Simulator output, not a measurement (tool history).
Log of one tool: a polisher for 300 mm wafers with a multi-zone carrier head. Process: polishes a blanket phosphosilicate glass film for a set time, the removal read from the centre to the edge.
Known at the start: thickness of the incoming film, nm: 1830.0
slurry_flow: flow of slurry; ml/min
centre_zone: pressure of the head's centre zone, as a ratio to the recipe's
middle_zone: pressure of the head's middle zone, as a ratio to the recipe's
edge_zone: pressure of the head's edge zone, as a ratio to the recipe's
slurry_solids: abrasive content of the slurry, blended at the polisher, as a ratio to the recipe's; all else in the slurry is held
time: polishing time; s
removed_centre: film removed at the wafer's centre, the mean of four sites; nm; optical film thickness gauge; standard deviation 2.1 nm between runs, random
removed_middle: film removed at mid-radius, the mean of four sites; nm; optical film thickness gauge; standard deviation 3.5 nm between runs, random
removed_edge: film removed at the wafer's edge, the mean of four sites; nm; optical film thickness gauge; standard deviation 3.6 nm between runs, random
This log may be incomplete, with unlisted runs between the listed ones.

Run 1, day 0: slurry_flow 150 ml/min, centre_zone 1, middle_zone 1, edge_zone 1, slurry_solids 1, time 33 s. Result: removed_centre 234.85 nm, removed_middle 226.5 nm, removed_edge 229.43 nm.
Run 2, day 0.279: slurry_flow 155 ml/min, centre_zone 1, middle_zone 1, edge_zone 1.02, slurry_solids 1.05, time 33 s. Result: removed_centre 238.04 nm, removed_middle 236.48 nm, removed_edge 238.65 nm.
Run 3, day 0.542: slurry_flow 125 ml/min, centre_zone 1, middle_zone 1, edge_zone 1.02, slurry_solids 1.05, time 33 s. Result: removed_centre 230.34 nm, removed_middle 225.52 nm, removed_edge 234.3 nm.
Run 4, day 0.567: slurry_flow 130 ml/min, centre_zone 1.01, middle_zone 1, edge_zone 1.04, slurry_solids 1.1, time 33 s. Result: removed_centre 237.22 nm, removed_middle 229.98 nm, removed_edge 239.54 nm.
Run 5, day 0.867: slurry_flow 135 ml/min, centre_zone 1.01, middle_zone 1, edge_zone 1.05, slurry_solids 1.15, time 33 s. Result: removed_centre 241.9 nm, removed_middle 235.11 nm, removed_edge 244.46 nm.
Run 6, day 1.183: slurry_flow 135 ml/min, centre_zone 1.01, middle_zone 1, edge_zone 1.06, slurry_solids 1.2, time 33 s. Result: removed_centre 243.82 nm, removed_middle 239.89 nm, removed_edge 248.76 nm.
Run 7, day 1.333: slurry_flow 175 ml/min, centre_zone 1.06, middle_zone 1, edge_zone 1.16, slurry_solids 1.45, time 34 s. Result: removed_centre 293.23 nm, removed_middle 271.79 nm, removed_edge 293.32 nm.
Run 8, day 1.654: slurry_flow 185 ml/min, centre_zone 1.05, middle_zone 1.01, edge_zone 1.18, slurry_solids 1.5, time 35 s. Result: removed_centre 303.88 nm, removed_middle 285.27 nm, removed_edge 316.5 nm.
Run 9, day 1.933: slurry_flow 185 ml/min, centre_zone 1.05, middle_zone 1.02, edge_zone 1.18, slurry_solids 1.5, time 35 s. Result: removed_centre 304.07 nm, removed_middle 284.75 nm, removed_edge 309.15 nm.

Run 10 has not been measured yet. What should we expect?
Run 10, day 2.088: slurry_flow 185 ml/min, centre_zone 1.05, middle_zone 1.02, edge_zone 1.18, slurry_solids 1.5, time 35 s. Result: removed_centre ?, removed_middle ?, removed_edge ?.

removed_centre: 303.29 nm
removed_middle: 284.8 nm
removed_edge: 310.07 nm

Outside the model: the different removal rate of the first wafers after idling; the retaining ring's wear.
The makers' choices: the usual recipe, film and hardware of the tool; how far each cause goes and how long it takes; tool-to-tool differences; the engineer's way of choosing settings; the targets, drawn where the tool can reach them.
